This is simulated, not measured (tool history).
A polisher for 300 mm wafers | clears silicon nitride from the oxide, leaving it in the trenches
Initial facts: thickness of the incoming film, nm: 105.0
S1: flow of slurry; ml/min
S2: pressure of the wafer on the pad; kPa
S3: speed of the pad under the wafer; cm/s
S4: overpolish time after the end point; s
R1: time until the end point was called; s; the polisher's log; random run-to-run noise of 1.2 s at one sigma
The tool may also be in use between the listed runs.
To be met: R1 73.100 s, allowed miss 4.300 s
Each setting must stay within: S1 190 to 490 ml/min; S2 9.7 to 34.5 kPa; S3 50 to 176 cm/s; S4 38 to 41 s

Run 1, day 0.000: S1 315 ml/min, S2 22.1 kPa, S3 112 cm/s, S4 38 s. Result: R1 97.739 s.
Run 2, day 0.288: S1 315 ml/min, S2 17.9 kPa, S3 112 cm/s, S4 38 s. Result: R1 118.340 s.
Run 3, day 0.571: S1 395 ml/min, S2 17.9 kPa, S3 112 cm/s, S4 38 s. Result: R1 116.920 s.
Run 4, day 0.942: S1 395 ml/min, S2 17.9 kPa, S3 92 cm/s, S4 38 s. Result: R1 143.640 s.
Run 5, day 0.983: S1 395 ml/min, S2 22.1 kPa, S3 94 cm/s, S4 38 s. Result: R1 114.870 s.
Run 6, day 1.162: S1 395 ml/min, S2 24.8 kPa, S3 96 cm/s, S4 38 s. Result: R1 98.747 s.
Run 7, day 1.479: S1 395 ml/min, S2 26.2 kPa, S3 98 cm/s, S4 38 s. Result: R1 93.604 s.
Run 8, day 1.562: S1 395 ml/min, S2 27.6 kPa, S3 100 cm/s, S4 38 s. Result: R1 83.026 s.
Run 9, day 1.833: S1 395 ml/min, S2 28.3 kPa, S3 100 cm/s, S4 38 s. Result: R1 84.481 s.

Below are 4 possible settings for the next run. Only one of them brings all results inside the allowed miss of their targets. Which is it?
Run A, day 2.104: S1 380 ml/min, S2 24.1 kPa, S3 84 cm/s, S4 38 s. Result: R1 ?.
Run B, day 2.104: S1 360 ml/min, S2 32.4 kPa, S3 82 cm/s, S4 38 s. Result: R1 ?.
Run C, day 2.104: S1 410 ml/min, S2 34.5 kPa, S3 94 cm/s, S4 41 s. Result: R1 ?.
Run D, day 2.104: S1 350 ml/min, S2 24.8 kPa, S3 114 cm/s, S4 38 s. Result: R1 ?.

move       R1
   A  116.740
   B   89.951
   C   73.559
   D   85.090
A: its largest miss is bigger than the last run's
B: its largest miss is bigger than the last run's
C: all results in spec
D: its largest miss is bigger than the last run's
Answer: C
